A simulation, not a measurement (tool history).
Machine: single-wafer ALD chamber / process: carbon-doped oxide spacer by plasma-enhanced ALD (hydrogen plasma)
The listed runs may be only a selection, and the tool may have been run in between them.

run,day,heater temperature setpoint (deg C),number of ALD cycles (cycles),mean film thickness on the monitor wafer (nm)
1,0,385,594,29.431
2,0.125,385,671,33.348
3,0.392,385,641,31.878
4,0.696,378,641,31.6
5,0.771,378,606,30.045
6,0.808,378,585,28.92
7,0.838,378,569,28.246

Expected results for the next run?
8,1.138,378,555,?

mean film thickness on the monitor wafer (nm): 27.242
